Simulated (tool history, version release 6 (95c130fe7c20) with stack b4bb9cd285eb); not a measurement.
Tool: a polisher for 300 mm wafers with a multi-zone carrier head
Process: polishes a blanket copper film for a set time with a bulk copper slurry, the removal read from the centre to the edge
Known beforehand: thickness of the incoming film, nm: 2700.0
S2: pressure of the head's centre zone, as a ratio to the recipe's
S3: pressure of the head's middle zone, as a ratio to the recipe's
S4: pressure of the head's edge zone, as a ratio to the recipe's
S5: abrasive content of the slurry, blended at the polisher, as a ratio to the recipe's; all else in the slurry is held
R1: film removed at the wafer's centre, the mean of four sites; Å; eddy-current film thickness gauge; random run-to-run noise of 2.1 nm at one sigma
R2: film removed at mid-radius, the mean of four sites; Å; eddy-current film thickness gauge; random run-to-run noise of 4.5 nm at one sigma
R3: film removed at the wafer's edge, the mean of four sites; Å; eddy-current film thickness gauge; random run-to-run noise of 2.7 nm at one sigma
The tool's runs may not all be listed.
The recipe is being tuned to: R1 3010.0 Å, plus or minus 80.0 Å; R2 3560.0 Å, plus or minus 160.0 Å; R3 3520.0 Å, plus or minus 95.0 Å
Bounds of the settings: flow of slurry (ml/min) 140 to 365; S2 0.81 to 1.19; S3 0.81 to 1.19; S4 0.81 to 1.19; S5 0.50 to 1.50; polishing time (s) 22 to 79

{"run": 1, "day": 0.0, "flow of slurry (ml/min)": 235, "S2": 1.0, "S3": 1.0, "S4": 1.0, "S5": 1.0, "polishing time (s)": 50, "R1": 5060.9, "R2": 4966.9, "R3": 5067.6}
{"run": 2, "day": 0.229, "flow of slurry (ml/min)": 235, "S2": 1.0, "S3": 1.0, "S4": 1.07, "S5": 1.0, "polishing time (s)": 50, "R1": 4998.6, "R2": 5178.1, "R3": 5160.9}
{"run": 3, "day": 0.579, "flow of slurry (ml/min)": 235, "S2": 0.96, "S3": 1.0, "S4": 1.07, "S5": 1.0, "polishing time (s)": 50, "R1": 4883.8, "R2": 4976.9, "R3": 5207.9}
{"run": 4, "day": 0.833, "flow of slurry (ml/min)": 235, "S2": 0.96, "S3": 0.97, "S4": 1.07, "S5": 1.0, "polishing time (s)": 50, "R1": 4834.9, "R2": 4935.6, "R3": 5245.6}
{"run": 5, "day": 1.021, "flow of slurry (ml/min)": 235, "S2": 0.96, "S3": 0.97, "S4": 1.07, "S5": 1.0, "polishing time (s)": 38, "R1": 3637.1, "R2": 3697.0, "R3": 3923.6}
{"run": 6, "day": 1.3, "flow of slurry (ml/min)": 235, "S2": 0.96, "S3": 0.92, "S4": 1.07, "S5": 1.0, "polishing time (s)": 38, "R1": 3678.9, "R2": 3648.5, "R3": 3934.1}
{"day": 1.358, "done": "slurry nozzle cleaned"}
{"run": 7, "day": 1.358, "flow of slurry (ml/min)": 230, "S2": 0.94, "S3": 0.96, "S4": 1.05, "S5": 0.95, "polishing time (s)": 38, "R1": 3814.3, "R2": 3960.9, "R3": 4086.6}
{"run": 8, "day": 1.412, "flow of slurry (ml/min)": 225, "S2": 0.93, "S3": 0.99, "S4": 1.06, "S5": 1.0, "polishing time (s)": 37, "R1": 3704.3, "R2": 3993.3, "R3": 3999.3}

Consider the 5 candidate settings below. Which is the only one whose results all fall within their allowed miss of target?
{"run": "A", "day": 1.467, "flow of slurry (ml/min)": 240, "S2": 0.85, "S3": 0.95, "S4": 1.06, "S5": 1.0, "polishing time (s)": 34, "R1": "?", "R2": "?", "R3": "?"}
{"run": "B", "day": 1.467, "flow of slurry (ml/min)": 210, "S2": 0.86, "S3": 1.11, "S4": 1.02, "S5": 1.1, "polishing time (s)": 34, "R1": "?", "R2": "?", "R3": "?"}
{"run": "C", "day": 1.467, "flow of slurry (ml/min)": 190, "S2": 0.82, "S3": 0.92, "S4": 1.0, "S5": 1.15, "polishing time (s)": 31, "R1": "?", "R2": "?", "R3": "?"}
{"run": "D", "day": 1.467, "flow of slurry (ml/min)": 180, "S2": 0.9, "S3": 1.09, "S4": 1.13, "S5": 1.0, "polishing time (s)": 32, "R1": "?", "R2": "?", "R3": "?"}
{"run": "E", "day": 1.467, "flow of slurry (ml/min)": 200, "S2": 0.89, "S3": 0.93, "S4": 1.11, "S5": 1.0, "polishing time (s)": 32, "R1": "?", "R2": "?", "R3": "?"}

move=A R1=3158.6 R2=3572.7 R3=3737.8
move=B R1=3213.9 R2=4013.3 R3=3719.4
move=C R1=2772.8 R2=3195.1 R3=3373.1
move=D R1=3000.3 R2=3541.8 R3=3484.4
move=E R1=3023.8 R2=3226.7 R3=3512.2
A: closes in on the targets versus the last run, not all within tolerance yet
B: closes in on the targets versus the last run, not all within tolerance yet
C: the result that was furthest off in the last run now lies on the other side of its target
D: every result lands within tolerance
E: the worst result of the last run now meets its target, but another is out of spec
D meets every target.
